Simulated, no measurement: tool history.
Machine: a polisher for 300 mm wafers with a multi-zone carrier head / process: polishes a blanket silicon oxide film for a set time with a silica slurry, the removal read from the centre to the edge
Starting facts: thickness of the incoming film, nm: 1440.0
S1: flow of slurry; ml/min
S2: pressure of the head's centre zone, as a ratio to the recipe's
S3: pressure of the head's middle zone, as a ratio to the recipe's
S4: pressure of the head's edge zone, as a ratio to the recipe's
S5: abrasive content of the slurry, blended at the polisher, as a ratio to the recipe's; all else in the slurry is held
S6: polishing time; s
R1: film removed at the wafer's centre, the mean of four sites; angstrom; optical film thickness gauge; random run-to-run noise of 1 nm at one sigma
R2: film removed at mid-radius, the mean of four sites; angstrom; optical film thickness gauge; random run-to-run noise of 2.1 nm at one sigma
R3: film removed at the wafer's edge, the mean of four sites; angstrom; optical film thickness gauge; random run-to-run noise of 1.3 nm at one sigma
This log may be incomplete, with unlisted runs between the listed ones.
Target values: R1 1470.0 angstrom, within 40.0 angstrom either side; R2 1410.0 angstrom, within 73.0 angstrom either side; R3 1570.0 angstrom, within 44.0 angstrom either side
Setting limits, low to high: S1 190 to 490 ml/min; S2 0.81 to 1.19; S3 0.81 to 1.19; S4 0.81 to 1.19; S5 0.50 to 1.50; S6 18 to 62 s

run  hour   S1    S2    S3    S4    S5  S6      R1      R2      R3
  1   0.0  315  1.00  1.00  1.00  1.00  40  1098.2  1123.5  1119.3
  2   6.5  315  1.01  0.99  1.04  1.10  40  1177.1  1182.7  1183.2
  3  12.0  315  1.01  0.99  1.04  1.20  40  1206.6  1208.9  1221.9
  4  20.5  315  1.01  0.99  1.04  1.20  48  1472.4  1450.5  1461.9
  5  22.2  315  1.01  0.99  1.11  1.20  48  1434.0  1464.7  1519.8
  6  28.7  315  1.01  0.99  1.04  1.20  48  1422.6  1457.3  1479.7
  7  35.5  315  1.01  0.99  1.04  1.20  48  1440.8  1445.0  1490.4
  8  37.5  315  1.01  0.97  1.06  1.20  48  1438.8  1451.7  1475.4
  9  38.3  300  1.02  0.96  1.09  1.20  48  1465.9  1470.6  1484.1
 10  46.1  340  1.02  0.95  1.10  1.20  48  1463.5  1464.0  1544.0
 11  47.7  350  1.02  0.93  1.10  1.20  48  1470.7  1416.2  1545.9

4 next moves are on the table. One of them brings every result within its allowed miss. Which?
  A  49.3  450  1.03  0.96  1.19  1.45  43   ?   ?   ?
  B  49.3  490  1.00  0.89  0.99  1.40  45   ?   ?   ?
  C  49.3  255  1.03  1.03  1.09  1.40  45   ?   ?   ?
  D  49.3  330  1.10  0.92  1.15  1.15  46   ?   ?   ?

move      R1      R2      R3
   A  1460.8  1424.9  1532.9
   B  1473.0  1426.4  1450.6
   C  1433.5  1456.5  1459.4
   D  1488.9  1333.8  1448.0
A: all results land within tolerance of their targets
B: misses by more than the last run did
C: misses by more than the last run did
D: misses by more than the last run did
The move that meets every target is A.
